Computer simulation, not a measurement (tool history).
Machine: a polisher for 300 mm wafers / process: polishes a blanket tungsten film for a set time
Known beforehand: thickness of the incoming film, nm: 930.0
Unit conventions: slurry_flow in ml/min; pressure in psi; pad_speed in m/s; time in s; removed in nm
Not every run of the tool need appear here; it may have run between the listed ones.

{"run": 1, "day": 0.0, "slurry_flow": 315, "pressure": 2.7, "pad_speed": 1.3, "slurry_solids": 1.0, "time": 82, "removed": 284.98}
{"run": 2, "day": 0.325, "slurry_flow": 315, "pressure": 2.9, "pad_speed": 1.3, "slurry_solids": 1.0, "time": 82, "removed": 308.0}
{"run": 3, "day": 0.554, "slurry_flow": 315, "pressure": 3.0, "pad_speed": 1.3, "slurry_solids": 1.0, "time": 82, "removed": 320.45}
{"run": 4, "day": 0.654, "slurry_flow": 250, "pressure": 3.0, "pad_speed": 1.3, "slurry_solids": 1.0, "time": 82, "removed": 313.75}
{"run": 5, "day": 0.992, "slurry_flow": 250, "pressure": 3.0, "pad_speed": 1.3, "slurry_solids": 0.85, "time": 82, "removed": 309.04}
{"run": 6, "day": 1.338, "slurry_flow": 250, "pressure": 3.0, "pad_speed": 1.58, "slurry_solids": 0.85, "time": 82, "removed": 364.22}

Run 7 is up next; what results do you expect?
{"run": 7, "day": 1.596, "slurry_flow": 250, "pressure": 3.0, "pad_speed": 1.58, "slurry_solids": 0.85, "time": 82, "removed": "?"}

removed: 370.70 nm
